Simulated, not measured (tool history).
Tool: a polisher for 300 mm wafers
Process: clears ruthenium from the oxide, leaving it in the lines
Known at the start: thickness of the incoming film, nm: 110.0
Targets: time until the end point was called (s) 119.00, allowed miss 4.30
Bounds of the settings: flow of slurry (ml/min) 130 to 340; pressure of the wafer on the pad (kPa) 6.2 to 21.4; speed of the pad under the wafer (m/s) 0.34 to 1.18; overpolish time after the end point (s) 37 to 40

run	hour	flow of slurry (ml/min)	pressure of the wafer on the pad (kPa)	speed of the pad under the wafer (m/s)	overpolish time after the end point (s)	time until the end point was called (s)
1	0.0	220	13.8	0.76	37	164.27
2	2.0	200	13.8	0.76	37	167.24
3	4.2	200	13.8	0.58	37	210.75
4	12.0	205	16.5	0.58	37	177.24
5	19.9	205	16.5	0.58	37	174.34
6	21.1	210	17.9	0.60	37	156.31
7	23.6	210	17.9	0.60	37	159.59
8	28.4	210	17.9	0.60	37	158.55
9	31.3	215	21.4	0.62	37	130.39

Which of these 5 next moves meets every target?
A	34.2	165	21.4	0.70	37	?
B	34.2	225	20.7	0.62	37	?
C	34.2	170	21.4	0.76	40	?
D	34.2	205	21.4	0.76	40	?
E	34.2	210	20.0	0.66	40	?

move	time until the end point was called (s)
A	119.16
B	133.65
C	110.47
D	108.85
E	131.48
A: meets every target
B: further off than the last run
C: takes the result that was furthest off past its target
D: takes the result that was furthest off past its target
E: further off than the last run
Answer: A

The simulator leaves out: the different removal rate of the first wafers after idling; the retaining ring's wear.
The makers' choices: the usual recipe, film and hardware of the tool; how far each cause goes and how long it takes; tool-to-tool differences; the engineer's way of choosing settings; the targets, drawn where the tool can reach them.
